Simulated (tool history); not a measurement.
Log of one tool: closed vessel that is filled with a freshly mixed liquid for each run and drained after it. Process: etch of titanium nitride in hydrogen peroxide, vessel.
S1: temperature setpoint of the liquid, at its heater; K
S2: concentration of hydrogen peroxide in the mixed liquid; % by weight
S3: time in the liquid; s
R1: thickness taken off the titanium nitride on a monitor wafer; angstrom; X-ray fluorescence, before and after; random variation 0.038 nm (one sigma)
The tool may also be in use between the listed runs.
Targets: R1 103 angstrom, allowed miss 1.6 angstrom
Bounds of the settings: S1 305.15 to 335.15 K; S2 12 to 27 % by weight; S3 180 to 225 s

| run | hour | S1 | S2 | S3 | R1 |
|---|---|---|---|---|---|
| 1 | 0 | 319.15 | 18 | 225 | 42.101 |
| 2 | 2.6 | 321.15 | 18 | 225 | 48.875 |
| 3 | 5.1 | 321.15 | 20.5 | 225 | 50.229 |
| 4 | 9.9 | 325.65 | 20.5 | 225 | 69.479 |
| 5 | 11.8 | 321.65 | 20.5 | 225 | 52.206 |
| 6 | 18.5 | 323.15 | 20.5 | 225 | 57.995 |
| 7 | 24.8 | 324.65 | 20.5 | 225 | 64.663 |
| 8 | 28.2 | 325.65 | 20.5 | 225 | 69.829 |
| 9 | 37.2 | 326.65 | 20.5 | 225 | 74.532 |
| 10 | 46.3 | 327.65 | 20.5 | 225 | 79.588 |
| 11 | 48 | 328.15 | 20.5 | 225 | 83.503 |
| 12 | 56.1 | 328.65 | 20.5 | 225 | 86.755 |
| 13 | 58 | 329.15 | 20.5 | 225 | 88.873 |
| 14 | 63.4 | 329.65 | 20.5 | 225 | 91.774 |
| 15 | 67.1 | 330.15 | 20.5 | 225 | 95.504 |
| 16 | 70.7 | 330.65 | 20.5 | 225 | 98.368 |

Which of these 4 next moves meets every target?
| A | 74.3 | 332.15 | 21.5 | 220 | ? |
| B | 74.3 | 331.15 | 21 | 225 | ? |
| C | 74.3 | 331.15 | 21 | 215 | ? |
| D | 74.3 | 330.65 | 19.5 | 225 | ? |

| move | R1 |
|---|---|
| A | 107.64 |
| B | 102.27 |
| C | 97.725 |
| D | 97.25 |
A: takes the result that was furthest off past its target
B: meets every target
C: further off than the last run
D: further off than the last run
Answer: B
